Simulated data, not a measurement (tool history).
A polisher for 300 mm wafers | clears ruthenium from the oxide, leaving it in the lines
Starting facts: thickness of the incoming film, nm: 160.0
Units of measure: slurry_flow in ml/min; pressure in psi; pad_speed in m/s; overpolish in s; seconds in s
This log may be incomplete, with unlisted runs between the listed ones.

{"run": 1, "hour": 0.0, "slurry_flow": 140, "pressure": 2.5, "pad_speed": 1.2, "overpolish": 13, "seconds": 95.858}
{"run": 2, "hour": 4.7, "slurry_flow": 135, "pressure": 2.3, "pad_speed": 1.2, "overpolish": 13, "seconds": 103.55}
{"run": 3, "hour": 13.0, "slurry_flow": 135, "pressure": 2.3, "pad_speed": 1.2, "overpolish": 13, "seconds": 103.76}
{"run": 4, "hour": 19.6, "slurry_flow": 130, "pressure": 2.1, "pad_speed": 1.2, "overpolish": 13, "seconds": 115.79}
{"run": 5, "hour": 23.2, "slurry_flow": 125, "pressure": 2, "pad_speed": 1.2, "overpolish": 13, "seconds": 118.46}
{"run": 6, "hour": 26.1, "slurry_flow": 125, "pressure": 1.9, "pad_speed": 1.2, "overpolish": 13, "seconds": 125.14}
{"run": 7, "hour": 31.2, "slurry_flow": 120, "pressure": 1.8, "pad_speed": 1.2, "overpolish": 13, "seconds": 135.37}
{"run": 8, "hour": 35.4, "slurry_flow": 115, "pressure": 1.8, "pad_speed": 1.2, "overpolish": 13, "seconds": 136.09}
{"run": 9, "hour": 40.9, "slurry_flow": 110, "pressure": 1.8, "pad_speed": 1.2, "overpolish": 13, "seconds": 136.26}
{"run": 10, "hour": 45.5, "slurry_flow": 110, "pressure": 1.8, "pad_speed": 1.2, "overpolish": 13, "seconds": 136.3}
{"run": 11, "hour": 51.0, "slurry_flow": 105, "pressure": 1.8, "pad_speed": 1.2, "overpolish": 13, "seconds": 138.58}

The next listed run, before its measurement:
{"run": 12, "hour": 54.1, "slurry_flow": 95, "pressure": 1.5, "pad_speed": 1.2, "overpolish": 13, "seconds": "?"}

Run 12 measured seconds 170.1 s.

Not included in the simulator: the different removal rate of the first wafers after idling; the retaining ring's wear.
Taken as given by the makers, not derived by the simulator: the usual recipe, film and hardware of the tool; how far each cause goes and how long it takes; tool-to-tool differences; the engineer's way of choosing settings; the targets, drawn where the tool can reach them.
